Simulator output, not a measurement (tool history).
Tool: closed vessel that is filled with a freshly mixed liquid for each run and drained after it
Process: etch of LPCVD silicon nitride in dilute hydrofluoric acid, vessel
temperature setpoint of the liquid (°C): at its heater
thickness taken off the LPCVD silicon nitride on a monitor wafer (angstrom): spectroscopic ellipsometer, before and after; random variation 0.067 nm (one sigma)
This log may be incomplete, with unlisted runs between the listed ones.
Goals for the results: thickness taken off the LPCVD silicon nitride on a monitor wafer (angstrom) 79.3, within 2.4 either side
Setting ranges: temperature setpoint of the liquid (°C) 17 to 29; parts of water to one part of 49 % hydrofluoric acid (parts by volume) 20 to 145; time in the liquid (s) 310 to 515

run,hour,temperature setpoint of the liquid (°C),parts of water to one part of 49 % hydrofluoric acid (parts by volume),time in the liquid (s),thickness taken off the LPCVD silicon nitride on a monitor wafer (angstrom)
1,0,21,80,515,25.297
2,9.2,21,80,515,25.675
3,11.2,21,70,515,29.207
4,20,21,70,515,29.035
5,23.8,23,60,515,38.786
6,28.1,24.5,55,515,46.392
7,37,25.5,50,515,54.794
8,46.7,26.5,50,515,58.71
9,53.2,27,50,515,60.602
# hour 57.7: hydrofluoric acid flow meter replaced
10,57.7,29,35,515,88.977

4 next moves are on the table. One of them brings every result within its allowed miss. Which?
A,62.2,29,40,480,?
B,62.2,26,30,475,?
C,62.2,28.5,40,515,?
D,62.2,28.5,40,510,?

move,thickness taken off the LPCVD silicon nitride on a monitor wafer (angstrom)
A,73.449
B,78.875
C,76.267
D,75.526
A: moves the result that the last run missed by most past its target, out the other side
B: each result inside its tolerance
C: moves the result that the last run missed by most past its target, out the other side
D: moves the result that the last run missed by most past its target, out the other side
The right move is B.

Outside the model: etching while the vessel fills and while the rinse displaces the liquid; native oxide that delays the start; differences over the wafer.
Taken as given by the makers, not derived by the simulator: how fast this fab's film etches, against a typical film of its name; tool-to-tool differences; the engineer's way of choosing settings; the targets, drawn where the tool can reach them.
